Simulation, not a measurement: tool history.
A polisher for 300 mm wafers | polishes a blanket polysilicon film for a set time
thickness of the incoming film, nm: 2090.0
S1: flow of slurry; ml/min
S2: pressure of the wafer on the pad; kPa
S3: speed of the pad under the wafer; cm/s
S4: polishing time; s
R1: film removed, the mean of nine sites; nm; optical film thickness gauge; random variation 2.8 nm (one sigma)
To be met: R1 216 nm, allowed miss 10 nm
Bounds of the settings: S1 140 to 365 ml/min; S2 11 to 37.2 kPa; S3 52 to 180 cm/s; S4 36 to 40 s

run  hour   S1    S2   S3  S4      R1
  1     0  235  24.1  116  40  405.04
  2   2.1  235  24.1  116  40  399.97
  3   9.4  235  24.1  116  40  399.98
  4  15.1  235  22.8  114  40  383.58
  5    17  235  21.4  110  40  354.52
  6  23.4  235  21.4  110  36  318.59
  7  29.6  235    20  110  36   308.3
  8  34.3  235  18.6  110  36  295.49
  9  41.2  235  17.9  108  36  285.29
 10  48.3  235  17.2  108  36  278.92
 11  53.5  235  16.5  108  36  272.58
     58.2  -- slurry nozzle cleaned
 12  58.2  235  15.9  108  36  277.06
 13  64.3  235  15.2  106  36  271.38
 14  70.3  235  14.5  104  36  259.13
 15  77.3  235  13.8  102  36  244.46
 16  84.7  235  13.1  102  36  240.63

Which of these 5 next moves meets every target?
  A  92.1  240  17.2   74  36   ?
  B  92.1  290  12.4   98  38   ?
  C  92.1  245  13.1   82  36   ?
  D  92.1  250  13.8  104  36   ?
  E  92.1  240  11.7   94  37   ?

move      R1
   A  203.29
   B  244.86
   C  196.85
   D  253.84
   E   219.3
A: takes the result that was furthest off past its target
B: further off than the last run
C: takes the result that was furthest off past its target
D: further off than the last run
E: meets every target
Move E is the one to make.
